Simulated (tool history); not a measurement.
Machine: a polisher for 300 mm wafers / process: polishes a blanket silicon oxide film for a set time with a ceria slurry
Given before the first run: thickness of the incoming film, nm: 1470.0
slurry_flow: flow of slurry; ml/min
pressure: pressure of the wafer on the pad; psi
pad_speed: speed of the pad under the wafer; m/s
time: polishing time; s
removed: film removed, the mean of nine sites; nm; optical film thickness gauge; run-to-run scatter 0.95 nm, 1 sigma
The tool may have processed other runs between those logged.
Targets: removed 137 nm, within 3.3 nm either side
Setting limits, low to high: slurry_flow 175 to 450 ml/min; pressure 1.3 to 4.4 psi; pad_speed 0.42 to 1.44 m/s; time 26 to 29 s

run 1 hour=0 | slurry_flow=290 pressure=2.8 pad_speed=0.92 time=29 | removed=107.15
run 2 hour=1.7 | slurry_flow=290 pressure=2.8 pad_speed=0.74 time=29 | removed=85.291
run 3 hour=9.6 | slurry_flow=290 pressure=2.8 pad_speed=0.58 time=29 | removed=68.612
run 4 hour=11.4 | slurry_flow=255 pressure=2.8 pad_speed=0.58 time=29 | removed=66.965
run 5 hour=12.2 | slurry_flow=255 pressure=2.8 pad_speed=0.58 time=29 | removed=68.226
run 6 hour=17.8 | slurry_flow=260 pressure=3.3 pad_speed=0.6 time=29 | removed=81.605
run 7 hour=23.6 | slurry_flow=285 pressure=3.6 pad_speed=0.64 time=29 | removed=94.722
run 8 hour=26.6 | slurry_flow=295 pressure=3.8 pad_speed=0.66 time=29 | removed=104.71
run 9 hour=27.8 | slurry_flow=310 pressure=4 pad_speed=0.68 time=29 | removed=112.82
run 10 hour=29 | slurry_flow=310 pressure=4.1 pad_speed=0.7 time=29 | removed=119.09
run 11 hour=32.9 | slurry_flow=310 pressure=4.2 pad_speed=0.72 time=29 | removed=125.16
run 12 hour=39.9 | slurry_flow=315 pressure=4.3 pad_speed=0.72 time=29 | removed=127.86
run 13 hour=41.4 | slurry_flow=315 pressure=4.3 pad_speed=0.72 time=29 | removed=127.19

Which of these 5 next moves meets every target?
run A hour=42.9 | slurry_flow=285 pressure=4.4 pad_speed=0.76 time=27 | removed=?
run B hour=42.9 | slurry_flow=310 pressure=4.2 pad_speed=0.8 time=27 | removed=?
run C hour=42.9 | slurry_flow=315 pressure=4.4 pad_speed=0.64 time=29 | removed=?
run D hour=42.9 | slurry_flow=305 pressure=4.4 pad_speed=0.74 time=28 | removed=?
run E hour=42.9 | slurry_flow=340 pressure=4.4 pad_speed=0.74 time=29 | removed=?

move=A removed=126.08
move=B removed=127.53
move=C removed=115.83
move=D removed=128.21
move=E removed=133.99
A: moves away from the targets compared with the last run
B: no better and no worse than the last run
C: moves away from the targets compared with the last run
D: nearer the targets than the last run, but a result is still out of spec
E: each result inside its tolerance
Answer: E

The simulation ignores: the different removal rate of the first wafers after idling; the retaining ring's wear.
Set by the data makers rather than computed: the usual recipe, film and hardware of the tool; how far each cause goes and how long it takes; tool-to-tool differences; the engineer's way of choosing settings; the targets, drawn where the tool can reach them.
